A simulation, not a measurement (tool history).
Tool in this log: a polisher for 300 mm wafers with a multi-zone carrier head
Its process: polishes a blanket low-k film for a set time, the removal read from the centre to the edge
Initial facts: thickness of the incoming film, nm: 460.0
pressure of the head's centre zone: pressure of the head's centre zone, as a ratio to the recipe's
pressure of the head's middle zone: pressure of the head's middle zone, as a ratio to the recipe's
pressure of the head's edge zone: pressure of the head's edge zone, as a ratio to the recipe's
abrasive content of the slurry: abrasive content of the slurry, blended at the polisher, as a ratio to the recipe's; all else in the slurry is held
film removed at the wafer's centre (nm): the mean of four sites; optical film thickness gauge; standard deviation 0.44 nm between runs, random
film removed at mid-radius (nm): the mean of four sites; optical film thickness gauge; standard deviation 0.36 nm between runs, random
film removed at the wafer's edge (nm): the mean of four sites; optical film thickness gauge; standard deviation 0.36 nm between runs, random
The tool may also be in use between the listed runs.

run  hour  flow of slurry (ml/min)  pressure of the head's centre zone  pressure of the head's middle zone  pressure of the head's edge zone  abrasive content of the slurry  polishing time (s)  film removed at the wafer's centre (nm)  film removed at mid-radius (nm)  film removed at the wafer's edge (nm)
  1   0.0                      140                                1.00                                1.00                              1.00                            1.00                  50                                   23.719                           23.280                                 23.777
  2   8.9                      145                                1.00                                0.96                              1.06                            1.15                  53                                   28.438                           25.677                                 27.562
  3  12.0                      145                                1.00                                1.01                              1.06                            1.15                  53                                   27.468                           27.379                                 27.862
  4  16.2                      145                                1.00                                1.01                              1.06                            1.00                  53                                   26.136                           25.287                                 25.621
  5  19.7                      145                                1.00                                1.01                              1.06                            0.80                  53                                   22.588                           21.981                                 22.356
  6  27.0                      145                                1.00                                1.01                              1.06                            0.80                  49                                   21.105                           20.513                                 20.623
  7  34.3                      145                                1.00                                1.01                              1.06                            0.80                  49                                   20.372                           19.917                                 20.733
  8  37.2                      140                                0.97                                0.95                              1.10                            1.05                  52                                   25.360                           23.295                                 26.214

Run 9, settings as shown, results not yet in. Your forecast:
  9  42.5                      165                                0.89                                0.88                              1.19                            1.30                  55                                        ?                                ?                                      ?

{"run 9": {"film removed at the wafer's centre (nm)": 28.042, "film removed at mid-radius (nm)": 26.573, "film removed at the wafer's edge (nm)": 32.175}}
